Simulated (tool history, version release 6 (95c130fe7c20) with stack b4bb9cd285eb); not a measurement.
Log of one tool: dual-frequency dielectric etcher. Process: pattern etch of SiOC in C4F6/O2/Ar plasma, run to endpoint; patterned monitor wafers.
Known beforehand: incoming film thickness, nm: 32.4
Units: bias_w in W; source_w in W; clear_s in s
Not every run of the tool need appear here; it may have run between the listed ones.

run  hour  bias_w  source_w  clear_s
  1   0.0     435       390   10.911
  2   6.7     380       340   12.081
  3   9.0     314       340   12.643
  4  16.5     314       390   11.949
  5  23.8     276       390   12.515
  6  26.6     276       430   11.987
  7  33.4     276       430   12.128
  8  40.3     271       370   12.868

The next listed run, before its measurement:
  9  47.0     261       290        ?

{"run 9": {"clear_s": 14.719}}

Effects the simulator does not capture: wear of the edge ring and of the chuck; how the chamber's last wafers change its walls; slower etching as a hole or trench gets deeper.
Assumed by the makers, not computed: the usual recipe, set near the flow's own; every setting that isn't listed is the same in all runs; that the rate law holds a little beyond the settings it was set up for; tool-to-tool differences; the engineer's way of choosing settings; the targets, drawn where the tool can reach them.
